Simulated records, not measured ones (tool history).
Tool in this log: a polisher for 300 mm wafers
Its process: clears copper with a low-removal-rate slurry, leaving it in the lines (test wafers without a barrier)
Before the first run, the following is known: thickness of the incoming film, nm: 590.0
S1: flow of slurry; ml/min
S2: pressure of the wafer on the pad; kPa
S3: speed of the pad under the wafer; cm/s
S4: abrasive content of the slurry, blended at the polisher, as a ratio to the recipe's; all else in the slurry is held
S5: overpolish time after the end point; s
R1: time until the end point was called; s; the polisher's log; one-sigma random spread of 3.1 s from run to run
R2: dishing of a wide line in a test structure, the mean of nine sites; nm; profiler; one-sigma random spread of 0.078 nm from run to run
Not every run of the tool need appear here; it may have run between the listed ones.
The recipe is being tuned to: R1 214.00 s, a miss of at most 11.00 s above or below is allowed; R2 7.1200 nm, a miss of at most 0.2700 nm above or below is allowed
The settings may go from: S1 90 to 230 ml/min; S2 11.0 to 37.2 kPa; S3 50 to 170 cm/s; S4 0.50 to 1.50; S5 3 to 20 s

run 1 day=0.000 | S1=150 S2=24.1 S3=110 S4=1.00 S5=10 | R1=182.06 R2=25.9350
run 2 day=0.208 | S1=150 S2=24.1 S3=94 S4=1.00 S5=10 | R1=209.74 R2=22.7630
run 3 day=0.438 | S1=165 S2=22.8 S3=90 S4=1.10 S5=9 | R1=213.08 R2=19.8400
run 4 day=0.771 | S1=165 S2=22.8 S3=90 S4=1.25 S5=9 | R1=212.25 R2=19.7350
run 5 day=1.108 | S1=175 S2=20.7 S3=88 S4=1.30 S5=8 | R1=228.69 R2=16.9200
run 6 day=1.304 | S1=150 S2=20.7 S3=88 S4=1.30 S5=8 | R1=241.13 R2=16.2060
run 7 day=1.488 | S1=165 S2=20.0 S3=84 S4=1.35 S5=7 | R1=243.89 R2=13.8010
run 8 day=1.712 | S1=175 S2=20.0 S3=80 S4=1.40 S5=6 | R1=254.93 R2=11.7490
run 9 day=1.825 | S1=185 S2=21.4 S3=74 S4=1.40 S5=5 | R1=253.91 R2=10.0790
run 10 day=2.038 | S1=195 S2=22.8 S3=70 S4=1.40 S5=5 | R1=249.08 R2=10.1320
run 11 day=2.217 | S1=200 S2=24.1 S3=66 S4=1.40 S5=5 | R1=241.85 R2=10.1330
run 12 day=2.329 | S1=205 S2=24.8 S3=62 S4=1.40 S5=5 | R1=244.38 R2=9.8563
run 13 day=2.354 | S1=210 S2=25.5 S3=60 S4=1.40 S5=5 | R1=246.65 R2=10.0220
run 14 day=2.608 | S1=210 S2=25.5 S3=60 S4=1.40 S5=5 | R1=250.75 R2=9.9738
run 15 day=2.879 | S1=215 S2=26.2 S3=58 S4=1.40 S5=5 | R1=246.37 R2=10.1170
run 16 day=3.046 | S1=220 S2=26.2 S3=56 S4=1.40 S5=5 | R1=256.21 R2=9.8084
run 17 day=3.400 | S1=180 S2=22.8 S3=78 S4=1.35 S5=3 | R1=233.05 R2=6.5336
run 18 day=3.771 | S1=185 S2=22.8 S3=78 S4=1.35 S5=3 | R1=230.20 R2=6.5516

Pick the move, out of 4, that brings all results within their allowed miss; only one does.
run A day=4.142 | S1=185 S2=20.0 S3=78 S4=1.25 S5=3 | R1=? R2=?
run B day=4.142 | S1=205 S2=19.3 S3=100 S4=1.50 S5=3 | R1=? R2=?
run C day=4.142 | S1=190 S2=21.4 S3=70 S4=1.50 S5=3 | R1=? R2=?
run D day=4.142 | S1=190 S2=19.3 S3=84 S4=1.20 S5=4 | R1=? R2=?

move=A R1=264.62 R2=5.9304
move=B R1=213.66 R2=7.2850
move=C R1=262.85 R2=5.9725
move=D R1=257.84 R2=8.0149
A: moves away from the targets compared with the last run
B: each result inside its tolerance
C: moves away from the targets compared with the last run
D: the result that was furthest off in the last run now lies on the other side of its target
Answer: B
